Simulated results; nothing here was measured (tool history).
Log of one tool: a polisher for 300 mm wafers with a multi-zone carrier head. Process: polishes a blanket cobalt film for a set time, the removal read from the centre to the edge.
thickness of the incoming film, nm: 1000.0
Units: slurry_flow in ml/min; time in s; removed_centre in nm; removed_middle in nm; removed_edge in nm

| run | hour | slurry_flow | centre_zone | middle_zone | edge_zone | time | removed_centre | removed_middle | removed_edge |
|---|---|---|---|---|---|---|---|---|---|
| 1 | 0 | 300 | 1 | 1 | 1 | 79 | 253.87 | 241.39 | 257.09 |
| 2 | 6.2 | 300 | 0.92 | 1 | 1 | 79 | 232.06 | 245.41 | 253.01 |
| 3 | 8.1 | 310 | 0.95 | 1.02 | 1.01 | 83 | 253.44 | 264.69 | 269.52 |
| 4 | 11.4 | 310 | 0.95 | 1.02 | 1.09 | 83 | 251.24 | 258.33 | 277.91 |
| 5 | 16.3 | 320 | 0.97 | 1.04 | 1.09 | 86 | 266.96 | 274.13 | 288.13 |
| 6 | 18.6 | 365 | 0.97 | 1.04 | 1.09 | 86 | 267.58 | 278.94 | 289.72 |
| 7 | 23.5 | 370 | 0.99 | 1.06 | 1.09 | 89 | 285.45 | 296.34 | 303.35 |
| 8 | 24.8 | 420 | 1.09 | 1.16 | 1.18 | 108 | 384.94 | 391.62 | 378.56 |

Forecast run 9:
| 9 | 28 | 420 | 1.1 | 1.16 | 1.18 | 109 | ? | ? | ? |

{"run 9": {"removed_centre": 391.46, "removed_middle": 386.17, "removed_edge": 383.03}}
